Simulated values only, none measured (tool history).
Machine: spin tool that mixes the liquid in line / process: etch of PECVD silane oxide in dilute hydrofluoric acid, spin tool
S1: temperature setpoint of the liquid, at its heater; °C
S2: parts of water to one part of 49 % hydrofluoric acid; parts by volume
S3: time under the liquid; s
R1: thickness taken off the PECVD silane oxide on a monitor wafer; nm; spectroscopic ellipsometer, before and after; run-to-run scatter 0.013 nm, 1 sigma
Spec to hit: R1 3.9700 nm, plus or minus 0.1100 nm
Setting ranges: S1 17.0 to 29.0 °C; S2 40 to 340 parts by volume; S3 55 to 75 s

run	hour	S1	S2	S3	R1
1	0.0	21.0	190	75	5.4773
2	0.7	21.0	135	75	8.1978
3	8.0	20.0	155	75	6.6867
4	14.8	20.0	110	75	9.9181
5	17.3	19.5	135	75	7.6748
6	19.7	19.5	185	75	5.3215
7	26.1	19.0	190	75	5.0237
8	27.9	18.5	195	75	4.8166
9	33.9	18.0	200	75	4.5836
10	36.9	18.0	205	75	4.4485

4 next moves are on the table. One of them brings every result within its allowed miss. Which?
A	39.9	17.0	180	75	?
B	39.9	17.0	220	75	?
C	39.9	18.0	185	55	?
D	39.9	17.0	175	55	?

move	R1
A	4.9644
B	3.9157
C	3.6696
D	3.7622
A: the biggest miss grows against the last run
B: every result within its allowed miss
C: takes the biggest miss from the last run beyond its target
D: takes the biggest miss from the last run beyond its target
Go with B: it meets all targets.
